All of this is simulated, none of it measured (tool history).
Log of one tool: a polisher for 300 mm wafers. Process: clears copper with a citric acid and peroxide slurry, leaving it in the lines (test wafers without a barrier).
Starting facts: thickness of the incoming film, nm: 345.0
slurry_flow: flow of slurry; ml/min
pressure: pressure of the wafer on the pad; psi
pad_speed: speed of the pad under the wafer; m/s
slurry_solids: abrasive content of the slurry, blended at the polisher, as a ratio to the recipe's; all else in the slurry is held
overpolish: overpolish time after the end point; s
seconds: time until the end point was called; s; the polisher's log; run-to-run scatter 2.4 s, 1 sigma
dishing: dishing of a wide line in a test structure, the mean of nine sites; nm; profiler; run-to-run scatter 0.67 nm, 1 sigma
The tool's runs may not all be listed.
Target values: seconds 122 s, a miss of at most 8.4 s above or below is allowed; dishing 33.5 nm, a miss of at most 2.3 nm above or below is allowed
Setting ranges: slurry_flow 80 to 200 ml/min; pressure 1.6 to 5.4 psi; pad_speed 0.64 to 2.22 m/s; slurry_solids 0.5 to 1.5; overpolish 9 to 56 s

Run 1, hour 0: slurry_flow 130 ml/min, pressure 3.5 psi, pad_speed 1.42 m/s, slurry_solids 1, overpolish 29 s. Result: seconds 83.767 s, dishing 65.272 nm.
Run 2, hour 2: slurry_flow 130 ml/min, pressure 3.5 psi, pad_speed 1.42 m/s, slurry_solids 1.15, overpolish 29 s. Result: seconds 81.01 s, dishing 66.061 nm.
Run 3, hour 4.9: slurry_flow 130 ml/min, pressure 3 psi, pad_speed 1.42 m/s, slurry_solids 1.15, overpolish 23 s. Result: seconds 94.726 s, dishing 51.448 nm.
Run 4, hour 7.4: slurry_flow 130 ml/min, pressure 2.7 psi, pad_speed 1.42 m/s, slurry_solids 1.15, overpolish 20 s. Result: seconds 99.244 s, dishing 44.035 nm.
Run 5, hour 10.8: slurry_flow 110 ml/min, pressure 2.7 psi, pad_speed 1.42 m/s, slurry_solids 1.15, overpolish 20 s. Result: seconds 105.01 s, dishing 42.413 nm.
Run 6, hour 18.5: slurry_flow 110 ml/min, pressure 3.1 psi, pad_speed 1.42 m/s, slurry_solids 1.15, overpolish 20 s. Result: seconds 94.7 s, dishing 47.883 nm.
Run 7, hour 24.8: slurry_flow 110 ml/min, pressure 2.8 psi, pad_speed 1.42 m/s, slurry_solids 1.15, overpolish 18 s. Result: seconds 103.87 s, dishing 40.736 nm.
Run 8, hour 28.2: slurry_flow 105 ml/min, pressure 2.6 psi, pad_speed 1.42 m/s, slurry_solids 1.15, overpolish 17 s. Result: seconds 109.15 s, dishing 38.661 nm.
Run 9, hour 31.9: slurry_flow 105 ml/min, pressure 2.1 psi, pad_speed 1.4 m/s, slurry_solids 1.15, overpolish 13 s. Result: seconds 131.79 s, dishing 24.564 nm.
Run 10, hour 34: slurry_flow 105 ml/min, pressure 2.6 psi, pad_speed 1.3 m/s, slurry_solids 1.15, overpolish 18 s. Result: seconds 115.38 s, dishing 37.948 nm.
Run 11, hour 40.8: slurry_flow 105 ml/min, pressure 2.5 psi, pad_speed 1.32 m/s, slurry_solids 1.15, overpolish 18 s. Result: seconds 123.91 s, dishing 35.942 nm.

4 candidate next runs follow, results not yet known. Just one meets every target within its allowed miss. Identify it.
Run A, hour 47.6: slurry_flow 80 ml/min, pressure 2.2 psi, pad_speed 1.56 m/s, slurry_solids 1.05, overpolish 21 s. Result: seconds ?, dishing ?.
Run B, hour 47.6: slurry_flow 100 ml/min, pressure 2.5 psi, pad_speed 1.14 m/s, slurry_solids 1.1, overpolish 23 s. Result: seconds ?, dishing ?.
Run C, hour 47.6: slurry_flow 105 ml/min, pressure 3 psi, pad_speed 1.34 m/s, slurry_solids 1.25, overpolish 16 s. Result: seconds ?, dishing ?.
Run D, hour 47.6: slurry_flow 125 ml/min, pressure 2.7 psi, pad_speed 1.24 m/s, slurry_solids 1.05, overpolish 16 s. Result: seconds ?, dishing ?.

move  seconds  dishing
   A   125.62    40.35
   B   145.95   39.091
   C   101.96   39.433
   D    124.1   33.687
A: misses by more than the last run did
B: misses by more than the last run did
C: misses by more than the last run did
D: all results in spec
D meets every target.

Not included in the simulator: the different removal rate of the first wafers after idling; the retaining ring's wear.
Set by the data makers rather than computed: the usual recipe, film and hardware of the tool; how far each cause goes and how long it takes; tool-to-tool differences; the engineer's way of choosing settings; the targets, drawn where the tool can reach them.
